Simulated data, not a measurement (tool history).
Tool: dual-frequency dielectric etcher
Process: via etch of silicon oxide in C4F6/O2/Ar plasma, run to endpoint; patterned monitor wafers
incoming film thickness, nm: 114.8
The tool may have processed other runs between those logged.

| run | hour | bias power (W) | source power (W) | Ar flow (sccm) | endpoint time (s) |
|---|---|---|---|---|---|
| 1 | 0 | 522 | 370 | 268 | 25.205 |
| 2 | 1.3 | 522 | 370 | 290 | 25.778 |
| 3 | 9.4 | 507 | 370 | 290 | 25.835 |
| 4 | 12 | 507 | 370 | 315 | 26.105 |
| 5 | 18.8 | 461 | 370 | 315 | 26.837 |
| 6 | 24.5 | 461 | 340 | 315 | 27.703 |

Run 7 is up next; what results do you expect?
| 7 | 31.5 | 461 | 340 | 315 | ? |

endpoint time (s): 27.915
